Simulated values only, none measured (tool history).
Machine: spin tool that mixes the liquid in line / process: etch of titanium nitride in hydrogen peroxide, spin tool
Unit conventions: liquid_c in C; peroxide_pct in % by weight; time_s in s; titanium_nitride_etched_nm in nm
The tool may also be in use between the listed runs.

run	hour	liquid_c	peroxide_pct	time_s	titanium_nitride_etched_nm
1	0.0	53.0	20.0	205	12.1620
2	5.6	53.0	18.0	205	12.0630
3	12.8	53.5	18.0	205	12.2950
4	15.7	54.0	18.0	205	12.9570
5	18.3	47.5	18.0	205	7.9725
6	19.8	47.5	18.0	220	8.5569

Predict the results of run 7:
7	28.5	48.5	18.0	220	?

{"run 7": {"titanium_nitride_etched_nm": 9.3129}}

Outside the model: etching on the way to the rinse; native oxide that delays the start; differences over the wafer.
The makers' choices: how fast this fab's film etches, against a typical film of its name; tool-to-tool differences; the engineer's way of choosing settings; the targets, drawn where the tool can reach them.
